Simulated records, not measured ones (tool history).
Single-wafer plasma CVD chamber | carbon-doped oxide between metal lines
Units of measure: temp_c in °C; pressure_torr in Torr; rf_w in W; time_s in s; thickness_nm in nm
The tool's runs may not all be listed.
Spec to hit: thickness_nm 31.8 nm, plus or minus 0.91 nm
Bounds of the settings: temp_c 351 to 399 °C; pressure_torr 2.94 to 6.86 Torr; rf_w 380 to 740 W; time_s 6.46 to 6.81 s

run  hour  temp_c  pressure_torr  rf_w  time_s  thickness_nm
  1     0     375            4.9   560    6.81         35.45
  2   3.5     375            4.8   540    6.78        34.434
  3    10     375           5.63   540    6.78        34.707
  4    17     375           5.62   525    6.75        34.086
  5  20.2     369           5.62   525    6.75        34.688
     27.6  -- RF generator calibrated
  6  27.6     370           5.58   510    6.73        34.866
  7  28.7     372            5.3   420    6.46         27.53
  8  36.1     369            5.5   430    6.47        28.641
  9  39.1     367           5.65   440    6.48        29.543

Of the 5 settings listed for the next run, only one would bring every result within its allowed miss of target. Which one?
  A  42.1     373           5.36   450    6.46             ?
  B  42.1     368           5.42   430    6.81             ?
  C  42.1     363           5.98   440    6.81             ?
  D  42.1     371           5.34   450    6.46             ?
  E  42.1     364           5.46   480    6.81             ?

move  thickness_nm
   A        29.622
   B        30.166
   C        31.543
   D        29.721
   E        33.912
A: no nearer and no further than the last run
B: moves toward the targets from the last run without getting all of them in spec
C: meets every target
D: moves toward the targets from the last run without getting all of them in spec
E: the result that was furthest off in the last run now lies on the other side of its target
C is the move that brings every result within its allowed miss.
